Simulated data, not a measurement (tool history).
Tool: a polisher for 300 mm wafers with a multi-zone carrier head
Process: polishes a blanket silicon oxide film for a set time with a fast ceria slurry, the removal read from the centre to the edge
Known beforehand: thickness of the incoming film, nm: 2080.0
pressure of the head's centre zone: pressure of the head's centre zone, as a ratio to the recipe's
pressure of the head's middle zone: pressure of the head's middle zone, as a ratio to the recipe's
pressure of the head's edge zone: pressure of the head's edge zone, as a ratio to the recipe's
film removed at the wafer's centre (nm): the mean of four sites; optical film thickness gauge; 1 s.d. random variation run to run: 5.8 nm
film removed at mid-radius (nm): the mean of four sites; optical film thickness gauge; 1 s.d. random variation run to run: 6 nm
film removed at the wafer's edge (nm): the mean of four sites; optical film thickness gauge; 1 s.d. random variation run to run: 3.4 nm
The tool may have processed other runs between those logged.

run	day	flow of slurry (ml/min)	pressure of the head's centre zone	pressure of the head's middle zone	pressure of the head's edge zone	polishing time (s)	film removed at the wafer's centre (nm)	film removed at mid-radius (nm)	film removed at the wafer's edge (nm)
1	0.000	305	1.00	1.00	1.00	59	737.90	742.88	745.31
2	0.125	305	1.00	1.04	1.00	59	741.56	770.66	741.07
3	0.438	305	1.00	1.05	0.97	54	668.06	707.35	673.32
4	0.742	305	1.02	1.07	0.94	50	646.03	669.12	621.25
5	1.100	260	1.02	1.07	0.94	50	618.86	667.03	610.45
6	1.175	260	1.03	1.08	0.92	47	589.69	621.15	559.96
7	1.221	250	1.03	1.08	0.90	46	573.90	604.81	552.34
8	1.571	245	1.04	1.09	0.89	44	559.50	589.80	519.99
9	1.829	240	1.04	1.09	0.87	43	533.78	568.92	503.03
10	2.179	235	1.05	1.09	0.86	42	529.26	544.06	486.61
11	2.354	230	1.05	1.10	0.85	42	526.25	549.28	479.43
12	2.562	230	1.05	1.10	0.85	42	517.21	550.32	479.81
13	2.688	225	1.05	1.10	0.84	42	518.44	546.15	471.26
14	3.012	220	1.05	1.10	0.83	42	520.17	542.41	472.23

What does the tool deliver on the next run?
15	3.362	215	1.05	1.10	0.83	42	?	?	?

For run 15 the tool returned film removed at the wafer's centre (nm) 524.07, film removed at mid-radius (nm) 555.56, film removed at the wafer's edge (nm) 474.90.
